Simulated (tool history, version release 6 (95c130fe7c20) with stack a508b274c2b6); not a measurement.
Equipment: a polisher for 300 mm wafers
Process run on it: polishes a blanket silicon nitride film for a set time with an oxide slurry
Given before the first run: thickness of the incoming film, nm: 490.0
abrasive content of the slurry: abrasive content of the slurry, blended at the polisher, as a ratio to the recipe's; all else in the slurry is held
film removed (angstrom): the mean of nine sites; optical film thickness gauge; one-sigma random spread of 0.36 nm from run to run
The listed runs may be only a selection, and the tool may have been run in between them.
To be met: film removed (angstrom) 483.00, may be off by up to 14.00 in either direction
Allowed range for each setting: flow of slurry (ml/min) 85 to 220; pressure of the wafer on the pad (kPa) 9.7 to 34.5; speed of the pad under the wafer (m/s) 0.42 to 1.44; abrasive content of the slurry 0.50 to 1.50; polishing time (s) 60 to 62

| run | hour | flow of slurry (ml/min) | pressure of the wafer on the pad (kPa) | speed of the pad under the wafer (m/s) | abrasive content of the slurry | polishing time (s) | film removed (angstrom) |
|---|---|---|---|---|---|---|---|
| 1 | 0.0 | 140 | 22.1 | 0.92 | 1.00 | 60 | 273.80 |
| 2 | 3.0 | 140 | 27.6 | 0.92 | 1.00 | 60 | 341.03 |
| 3 | 6.5 | 145 | 28.3 | 0.92 | 1.00 | 60 | 346.36 |
| 4 | 12.2 | 145 | 28.3 | 0.92 | 0.85 | 60 | 320.73 |
| 5 | 15.1 | 145 | 28.3 | 0.80 | 0.85 | 60 | 284.15 |
| 6 | 17.9 | 145 | 28.3 | 0.72 | 0.85 | 60 | 264.78 |
| 7 | 22.9 | 150 | 29.0 | 0.76 | 0.85 | 60 | 283.29 |
| 8 | 28.3 | 150 | 29.6 | 0.80 | 0.85 | 60 | 302.73 |
| 9 | 34.0 | 150 | 30.3 | 0.84 | 0.85 | 60 | 320.15 |
| 10 | 34.7 | 150 | 31.0 | 0.88 | 0.85 | 60 | 341.23 |
| 11 | 37.6 | 150 | 31.7 | 0.92 | 0.85 | 60 | 361.07 |
| 12 | 41.9 | 150 | 32.4 | 0.94 | 0.85 | 60 | 376.43 |
| 13 | 48.7 | 150 | 32.4 | 0.96 | 0.85 | 60 | 380.00 |
| 14 | 53.4 | 185 | 34.5 | 1.10 | 0.85 | 60 | 461.65 |

Which of these 5 next moves meets every target?
| A | 58.1 | 205 | 34.5 | 1.22 | 0.75 | 61 | ? |
| B | 58.1 | 175 | 34.5 | 1.00 | 0.90 | 60 | ? |
| C | 58.1 | 190 | 33.1 | 1.02 | 0.90 | 61 | ? |
| D | 58.1 | 180 | 31.7 | 1.08 | 0.90 | 62 | ? |
| E | 58.1 | 175 | 31.0 | 1.06 | 0.90 | 62 | ? |

| move | film removed (angstrom) |
|---|---|
| A | 476.30 |
| B | 437.80 |
| C | 438.78 |
| D | 444.91 |
| E | 427.51 |
A: every result within its allowed miss
B: the biggest miss grows against the last run
C: the biggest miss grows against the last run
D: the biggest miss grows against the last run
E: the biggest miss grows against the last run
Move A is the one to make.
